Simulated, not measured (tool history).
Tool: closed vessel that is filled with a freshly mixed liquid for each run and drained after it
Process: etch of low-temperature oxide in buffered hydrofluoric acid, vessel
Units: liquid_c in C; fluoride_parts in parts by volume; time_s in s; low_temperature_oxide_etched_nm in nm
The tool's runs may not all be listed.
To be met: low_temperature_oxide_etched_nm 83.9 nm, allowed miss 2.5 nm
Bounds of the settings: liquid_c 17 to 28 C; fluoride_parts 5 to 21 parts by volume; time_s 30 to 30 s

run	day	liquid_c	fluoride_parts	time_s	low_temperature_oxide_etched_nm
1	0	20	13	30	100.96
2	0.138	20	13	30	101.98
3	0.308	19	13	30	94.718
4	0.596	18.5	13	30	92.504
5	0.675	18	13	30	88.808
6	0.867	20.5	13	30	102.37
7	1.242	19.5	13	30	96.218
8	1.5	19	13	30	96.222
9	1.875	18.5	13	30	92.528
10	2.138	18	13	30	89.322
11	2.425	17.5	13	30	88.012

Which of these 4 next moves meets every target?
A	2.712	20	14.5	30	?
B	2.712	17	11.5	30	?
C	2.712	17	12.5	30	?
D	2.712	17	13	30	?

move	low_temperature_oxide_etched_nm
A	91.264
B	96.662
C	89.086
D	85.726
A: further off than the last run
B: further off than the last run
C: further off than the last run
D: meets every target
The right move is D.
